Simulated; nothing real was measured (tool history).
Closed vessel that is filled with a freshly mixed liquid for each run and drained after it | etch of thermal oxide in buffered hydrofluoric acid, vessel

| run | hour | temperature setpoint of the liquid (C) | parts of 40 % ammonium fluoride to one part of 49 % hydrofluoric acid (parts by volume) | time in the liquid (s) | thickness taken off the thermal oxide on a monitor wafer (Å) |
|---|---|---|---|---|---|
| 1 | 0.0 | 21.0 | 13.5 | 95 | 655.55 |
| 2 | 4.7 | 23.0 | 13.5 | 95 | 733.93 |
| 3 | 6.2 | 23.0 | 12.0 | 95 | 825.53 |
| 4 | 14.4 | 20.0 | 12.0 | 95 | 696.70 |
| 5 | 23.0 | 17.5 | 12.0 | 95 | 600.30 |
| 6 | 27.8 | 20.0 | 12.0 | 95 | 701.74 |
| 7 | 30.0 | 21.5 | 12.0 | 95 | 762.27 |
| 8 | 37.5 | 22.5 | 12.0 | 95 | 801.06 |
| 9 | 42.8 | 23.5 | 12.0 | 95 | 847.19 |

Predict the results of run 10:
| 10 | 50.0 | 24.0 | 12.0 | 95 | ? |

thickness taken off the thermal oxide on a monitor wafer (Å): 862.28

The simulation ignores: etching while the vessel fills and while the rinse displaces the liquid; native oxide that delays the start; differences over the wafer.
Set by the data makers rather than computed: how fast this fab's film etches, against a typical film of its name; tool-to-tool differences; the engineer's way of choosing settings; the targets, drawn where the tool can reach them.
